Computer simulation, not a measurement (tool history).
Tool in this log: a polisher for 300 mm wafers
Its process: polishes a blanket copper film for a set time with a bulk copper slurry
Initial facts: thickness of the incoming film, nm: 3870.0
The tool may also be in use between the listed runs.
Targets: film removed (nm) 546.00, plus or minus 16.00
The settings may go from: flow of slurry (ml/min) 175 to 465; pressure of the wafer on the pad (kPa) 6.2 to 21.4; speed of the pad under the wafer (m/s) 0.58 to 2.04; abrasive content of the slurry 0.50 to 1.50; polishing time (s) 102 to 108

| run | hour | flow of slurry (ml/min) | pressure of the wafer on the pad (kPa) | speed of the pad under the wafer (m/s) | abrasive content of the slurry | polishing time (s) | film removed (nm) |
|---|---|---|---|---|---|---|---|
| 1 | 0.0 | 295 | 13.8 | 1.30 | 1.00 | 102 | 876.29 |
| 2 | 8.6 | 295 | 15.2 | 1.30 | 1.00 | 102 | 945.54 |
| 3 | 14.7 | 295 | 15.2 | 1.30 | 1.00 | 102 | 953.53 |
| 4 | 17.8 | 295 | 12.4 | 1.30 | 1.00 | 102 | 814.20 |
| 5 | 25.6 | 295 | 12.4 | 1.30 | 1.00 | 108 | 844.19 |
| 6 | 33.9 | 295 | 15.9 | 1.30 | 1.00 | 108 | 1029.00 |
| 7 | 42.8 | 290 | 11.7 | 1.20 | 1.00 | 108 | 748.98 |
| 8 | 48.5 | 285 | 10.3 | 1.20 | 1.00 | 108 | 680.04 |
| 9 | 54.8 | 275 | 9.0 | 1.20 | 1.00 | 108 | 610.26 |

Consider the 5 candidate settings below. Which is the only one whose results all fall within their allowed miss of target?
| A | 61.1 | 250 | 7.6 | 1.44 | 0.95 | 108 | ? |
| B | 61.1 | 310 | 9.0 | 1.16 | 0.80 | 103 | ? |
| C | 61.1 | 225 | 8.3 | 1.32 | 0.90 | 102 | ? |
| D | 61.1 | 265 | 11.0 | 1.28 | 0.85 | 108 | ? |
| E | 61.1 | 300 | 7.6 | 1.34 | 0.85 | 103 | ? |

| move | film removed (nm) |
|---|---|
| A | 645.81 |
| B | 547.81 |
| C | 577.90 |
| D | 731.60 |
| E | 569.88 |
A: its largest miss is bigger than the last run's
B: in spec on every target
C: closes in on the targets versus the last run, not all within tolerance yet
D: its largest miss is bigger than the last run's
E: closes in on the targets versus the last run, not all within tolerance yet
B is the move that brings every result within its allowed miss.
